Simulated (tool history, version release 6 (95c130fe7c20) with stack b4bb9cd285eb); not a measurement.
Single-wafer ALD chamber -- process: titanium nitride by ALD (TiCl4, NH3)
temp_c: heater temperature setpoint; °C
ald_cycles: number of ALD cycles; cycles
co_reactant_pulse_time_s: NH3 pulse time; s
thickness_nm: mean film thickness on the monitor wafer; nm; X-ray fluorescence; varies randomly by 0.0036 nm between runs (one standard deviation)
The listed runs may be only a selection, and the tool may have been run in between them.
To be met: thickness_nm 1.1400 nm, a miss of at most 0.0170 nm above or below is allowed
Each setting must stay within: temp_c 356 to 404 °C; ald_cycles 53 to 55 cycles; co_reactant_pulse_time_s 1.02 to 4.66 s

Run 1, hour 0.0: temp_c 380 °C, ald_cycles 55 cycles, co_reactant_pulse_time_s 2.84 s. Result: thickness_nm 1.2887 nm.
Run 2, hour 9.2: temp_c 374 °C, ald_cycles 54 cycles, co_reactant_pulse_time_s 2.38 s. Result: thickness_nm 1.2341 nm.
Run 3, hour 17.2: temp_c 374 °C, ald_cycles 54 cycles, co_reactant_pulse_time_s 3.05 s. Result: thickness_nm 1.2601 nm.
Run 4, hour 18.7: temp_c 381 °C, ald_cycles 54 cycles, co_reactant_pulse_time_s 3.05 s. Result: thickness_nm 1.2611 nm.
Run 5, hour 27.6: temp_c 381 °C, ald_cycles 54 cycles, co_reactant_pulse_time_s 2.61 s. Result: thickness_nm 1.2500 nm.
At hour 29.4: thermocouple changed; heater temperature recalibrated.
Run 6, hour 29.4: temp_c 375 °C, ald_cycles 54 cycles, co_reactant_pulse_time_s 2.21 s. Result: thickness_nm 1.2290 nm.
Run 7, hour 38.1: temp_c 370 °C, ald_cycles 54 cycles, co_reactant_pulse_time_s 1.91 s. Result: thickness_nm 1.1907 nm.
Run 8, hour 40.9: temp_c 368 °C, ald_cycles 54 cycles, co_reactant_pulse_time_s 1.82 s. Result: thickness_nm 1.1765 nm.
Run 9, hour 42.8: temp_c 366 °C, ald_cycles 54 cycles, co_reactant_pulse_time_s 1.82 s. Result: thickness_nm 1.1666 nm.

Below are 5 possible settings for the next run. Only one of them brings all results inside the allowed miss of their targets. Which is it?
Run A, hour 44.7: temp_c 356 °C, ald_cycles 53 cycles, co_reactant_pulse_time_s 2.39 s. Result: thickness_nm ?.
Run B, hour 44.7: temp_c 357 °C, ald_cycles 54 cycles, co_reactant_pulse_time_s 1.72 s. Result: thickness_nm ?.
Run C, hour 44.7: temp_c 364 °C, ald_cycles 54 cycles, co_reactant_pulse_time_s 1.46 s. Result: thickness_nm ?.
Run D, hour 44.7: temp_c 367 °C, ald_cycles 55 cycles, co_reactant_pulse_time_s 1.35 s. Result: thickness_nm ?.
Run E, hour 44.7: temp_c 366 °C, ald_cycles 53 cycles, co_reactant_pulse_time_s 2.04 s. Result: thickness_nm ?.

move  thickness_nm
   A        1.1745
   B        1.1306
   C        1.0991
   D        1.0958
   E        1.1691
A: lands further from the targets than the last run did
B: every result within its allowed miss
C: pushes the last run's worst result past its target
D: pushes the last run's worst result past its target
E: lands further from the targets than the last run did
B meets every target.

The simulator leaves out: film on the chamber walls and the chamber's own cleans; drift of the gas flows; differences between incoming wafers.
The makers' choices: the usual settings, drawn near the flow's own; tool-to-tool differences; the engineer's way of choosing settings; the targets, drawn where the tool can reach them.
